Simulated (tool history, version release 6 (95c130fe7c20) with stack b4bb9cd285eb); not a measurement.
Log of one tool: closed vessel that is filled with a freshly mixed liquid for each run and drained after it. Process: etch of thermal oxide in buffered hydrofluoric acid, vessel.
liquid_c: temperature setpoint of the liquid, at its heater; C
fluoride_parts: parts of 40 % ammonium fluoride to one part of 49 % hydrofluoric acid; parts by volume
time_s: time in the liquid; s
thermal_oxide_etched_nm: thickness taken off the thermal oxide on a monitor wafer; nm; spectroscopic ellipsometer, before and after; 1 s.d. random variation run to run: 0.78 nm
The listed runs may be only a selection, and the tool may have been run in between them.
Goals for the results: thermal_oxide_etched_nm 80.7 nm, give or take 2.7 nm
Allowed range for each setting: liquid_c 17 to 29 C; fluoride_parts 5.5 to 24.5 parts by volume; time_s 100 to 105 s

run	hour	liquid_c	fluoride_parts	time_s	thermal_oxide_etched_nm
1	0	21	15	100	66.215
2	7.2	21.5	15	100	67.392
3	10.5	21.5	13	100	76.536
4	15.7	21.5	10	100	100.81
5	17.9	21.5	8	100	120.72
6	19.8	21.5	5.5	100	172.23
7	27.8	21	6.5	100	146.48
8	34.5	20.5	7.5	100	123.38
9	39.7	20	8	100	112.96
10	47	19.5	8	100	109.34
11	53.1	19	8	100	105.58
12	54.3	18.5	8	100	101.9
13	57.9	17.5	9	100	84.837

5 next moves are on the table. One of them brings every result within its allowed miss. Which?
A	61.5	19	10	100	?
B	61.5	17	8.5	100	?
C	61.5	18	10	105	?
D	61.5	17	10	105	?
E	61.5	17	9	105	?

move	thermal_oxide_etched_nm
A	86.478
B	87.79
C	85.81
D	81.061
E	86.627
A: misses by more than the last run did
B: misses by more than the last run did
C: misses by more than the last run did
D: meets every target
E: misses by more than the last run did
D is the move that brings every result within its allowed miss.
